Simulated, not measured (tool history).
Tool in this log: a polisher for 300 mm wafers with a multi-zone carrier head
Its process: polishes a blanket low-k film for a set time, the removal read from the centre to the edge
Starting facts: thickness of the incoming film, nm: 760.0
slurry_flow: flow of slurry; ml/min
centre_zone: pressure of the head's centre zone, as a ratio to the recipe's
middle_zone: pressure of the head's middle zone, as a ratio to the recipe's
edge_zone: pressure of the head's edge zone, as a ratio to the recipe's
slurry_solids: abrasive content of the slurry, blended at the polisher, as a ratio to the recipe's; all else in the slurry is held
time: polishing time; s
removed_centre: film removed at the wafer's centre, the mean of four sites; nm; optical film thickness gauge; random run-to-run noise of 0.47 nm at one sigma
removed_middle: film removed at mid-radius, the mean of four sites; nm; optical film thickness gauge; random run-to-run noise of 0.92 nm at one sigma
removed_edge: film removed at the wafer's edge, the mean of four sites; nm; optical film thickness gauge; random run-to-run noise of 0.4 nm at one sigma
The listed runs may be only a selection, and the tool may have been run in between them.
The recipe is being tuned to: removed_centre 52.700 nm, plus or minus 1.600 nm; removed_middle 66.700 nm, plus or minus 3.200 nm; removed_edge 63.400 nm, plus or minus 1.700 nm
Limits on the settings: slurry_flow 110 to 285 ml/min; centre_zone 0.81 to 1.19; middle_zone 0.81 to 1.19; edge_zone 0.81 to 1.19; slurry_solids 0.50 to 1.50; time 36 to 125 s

run 1 hour=0.0 | slurry_flow=180 centre_zone=1.00 middle_zone=1.00 edge_zone=1.00 slurry_solids=1.00 time=80 | removed_centre=39.872 removed_middle=39.852 removed_edge=40.419
run 2 hour=8.5 | slurry_flow=185 centre_zone=0.98 middle_zone=1.03 edge_zone=1.03 slurry_solids=1.10 time=82 | removed_centre=41.294 removed_middle=45.819 removed_edge=43.932
run 3 hour=13.1 | slurry_flow=185 centre_zone=0.98 middle_zone=0.95 edge_zone=1.03 slurry_solids=1.10 time=82 | removed_centre=42.224 removed_middle=41.176 removed_edge=43.882
run 4 hour=15.7 | slurry_flow=185 centre_zone=0.98 middle_zone=1.00 edge_zone=1.03 slurry_solids=1.10 time=82 | removed_centre=42.148 removed_middle=43.789 removed_edge=43.902
run 5 hour=16.9 | slurry_flow=185 centre_zone=0.98 middle_zone=1.00 edge_zone=1.03 slurry_solids=1.10 time=100 | removed_centre=51.764 removed_middle=52.360 removed_edge=54.165
run 6 hour=17.8 | slurry_flow=195 centre_zone=0.97 middle_zone=1.02 edge_zone=1.06 slurry_solids=1.10 time=100 | removed_centre=51.024 removed_middle=53.419 removed_edge=55.308
run 7 hour=25.2 | slurry_flow=205 centre_zone=0.97 middle_zone=1.04 edge_zone=1.08 slurry_solids=1.15 time=100 | removed_centre=52.217 removed_middle=56.922 removed_edge=56.876
run 8 hour=29.0 | slurry_flow=210 centre_zone=0.96 middle_zone=1.05 edge_zone=1.10 slurry_solids=1.20 time=100 | removed_centre=53.698 removed_middle=56.045 removed_edge=58.325
run 9 hour=37.9 | slurry_flow=210 centre_zone=0.94 middle_zone=1.08 edge_zone=1.10 slurry_solids=1.25 time=100 | removed_centre=53.833 removed_middle=60.137 removed_edge=59.121
run 10 hour=45.6 | slurry_flow=210 centre_zone=0.92 middle_zone=1.09 edge_zone=1.11 slurry_solids=1.25 time=100 | removed_centre=52.897 removed_middle=61.197 removed_edge=59.895
run 11 hour=51.5 | slurry_flow=210 centre_zone=0.91 middle_zone=1.10 edge_zone=1.12 slurry_solids=1.25 time=100 | removed_centre=51.852 removed_middle=61.229 removed_edge=59.931
run 12 hour=54.1 | slurry_flow=215 centre_zone=0.90 middle_zone=1.11 edge_zone=1.13 slurry_solids=1.25 time=100 | removed_centre=52.180 removed_middle=62.830 removed_edge=60.307
run 13 hour=61.0 | slurry_flow=220 centre_zone=0.89 middle_zone=1.12 edge_zone=1.14 slurry_solids=1.25 time=100 | removed_centre=50.966 removed_middle=62.184 removed_edge=60.638
run 14 hour=68.9 | slurry_flow=225 centre_zone=0.89 middle_zone=1.13 edge_zone=1.15 slurry_solids=1.25 time=100 | removed_centre=50.481 removed_middle=63.748 removed_edge=61.094
run 15 hour=73.6 | slurry_flow=230 centre_zone=0.89 middle_zone=1.13 edge_zone=1.15 slurry_solids=1.25 time=100 | removed_centre=51.651 removed_middle=62.163 removed_edge=60.420
run 16 hour=77.7 | slurry_flow=225 centre_zone=0.89 middle_zone=1.13 edge_zone=1.15 slurry_solids=1.25 time=100 | removed_centre=51.038 removed_middle=62.981 removed_edge=60.882
run 17 hour=81.7 | slurry_flow=225 centre_zone=0.89 middle_zone=1.14 edge_zone=1.16 slurry_solids=1.25 time=100 | removed_centre=51.129 removed_middle=63.572 removed_edge=62.018
run 18 hour=84.4 | slurry_flow=225 centre_zone=0.89 middle_zone=1.15 edge_zone=1.16 slurry_solids=1.25 time=100 | removed_centre=51.363 removed_middle=65.034 removed_edge=60.825
run 19 hour=88.8 | slurry_flow=225 centre_zone=0.89 middle_zone=1.15 edge_zone=1.17 slurry_solids=1.25 time=100 | removed_centre=51.954 removed_middle=64.045 removed_edge=62.118
run 20 hour=91.9 | slurry_flow=225 centre_zone=0.89 middle_zone=1.16 edge_zone=1.17 slurry_solids=1.25 time=100 | removed_centre=51.186 removed_middle=65.179 removed_edge=61.867
run 21 hour=98.8 | slurry_flow=225 centre_zone=0.89 middle_zone=1.16 edge_zone=1.17 slurry_solids=1.25 time=100 | removed_centre=51.394 removed_middle=63.778 removed_edge=61.647
run 22 hour=104.1 | slurry_flow=225 centre_zone=0.89 middle_zone=1.17 edge_zone=1.17 slurry_solids=1.25 time=100 | removed_centre=51.799 removed_middle=64.218 removed_edge=61.702

Consider the 5 candidate settings below. Which is the only one whose results all fall within their allowed miss of target?
run A hour=109.4 | slurry_flow=280 centre_zone=0.90 middle_zone=1.17 edge_zone=1.19 slurry_solids=1.25 time=101 | removed_centre=? removed_middle=? removed_edge=?
run B hour=109.4 | slurry_flow=250 centre_zone=0.90 middle_zone=1.14 edge_zone=1.14 slurry_solids=1.25 time=97 | removed_centre=? removed_middle=? removed_edge=?
run C hour=109.4 | slurry_flow=215 centre_zone=0.95 middle_zone=1.09 edge_zone=1.19 slurry_solids=1.35 time=96 | removed_centre=? removed_middle=? removed_edge=?
run D hour=109.4 | slurry_flow=180 centre_zone=0.90 middle_zone=1.19 edge_zone=1.09 slurry_solids=1.45 time=94 | removed_centre=? removed_middle=? removed_edge=?
run E hour=109.4 | slurry_flow=175 centre_zone=0.95 middle_zone=1.14 edge_zone=1.19 slurry_solids=1.00 time=106 | removed_centre=? removed_middle=? removed_edge=?

move=A removed_centre=53.650 removed_middle=68.287 removed_edge=63.987
move=B removed_centre=50.912 removed_middle=63.458 removed_edge=59.643
move=C removed_centre=53.310 removed_middle=61.335 removed_edge=61.554
move=D removed_centre=50.297 removed_middle=65.294 removed_edge=58.269
move=E removed_centre=50.660 removed_middle=60.708 removed_edge=58.927
A: all results in spec
B: lands further from the targets than the last run did
C: lands further from the targets than the last run did
D: lands further from the targets than the last run did
E: lands further from the targets than the last run did
Answer: A
